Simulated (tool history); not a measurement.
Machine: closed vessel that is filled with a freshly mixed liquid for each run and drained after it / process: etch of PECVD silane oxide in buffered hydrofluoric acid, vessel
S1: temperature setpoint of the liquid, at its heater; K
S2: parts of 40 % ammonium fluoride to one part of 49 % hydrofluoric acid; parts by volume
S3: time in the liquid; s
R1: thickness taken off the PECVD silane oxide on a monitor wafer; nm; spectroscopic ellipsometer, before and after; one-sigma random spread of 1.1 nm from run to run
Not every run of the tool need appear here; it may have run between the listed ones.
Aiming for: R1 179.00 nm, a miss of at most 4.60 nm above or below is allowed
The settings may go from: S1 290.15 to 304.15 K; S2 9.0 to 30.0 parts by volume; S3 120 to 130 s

run,day,S1,S2,S3,R1
1,0.000,296.15,24.0,120,107.37
2,0.058,298.65,23.0,120,127.92
3,0.329,300.65,22.5,120,145.55
4,0.600,301.65,22.5,120,151.79
5,0.854,302.65,22.0,120,163.34
6,1.196,302.65,17.5,120,197.06
7,1.425,302.15,17.5,120,194.23
8,1.796,301.65,17.5,120,188.93
9,1.946,301.15,17.5,120,184.53

Exercise: of the 5 proposed moves below, exactly one satisfies all targets within the stated allowed misses. Which move is it?
A,2.096,300.65,15.5,120,?
B,2.096,303.65,19.5,125,?
C,2.096,296.65,14.5,125,?
D,2.096,299.65,17.0,130,?
E,2.096,293.65,12.0,130,?

move,R1
A,201.11
B,195.76
C,180.51
D,188.68
E,191.75
A: its largest miss is bigger than the last run's
B: its largest miss is bigger than the last run's
C: all results land within tolerance of their targets
D: its largest miss is bigger than the last run's
E: its largest miss is bigger than the last run's
C is the move that brings every result within its allowed miss.
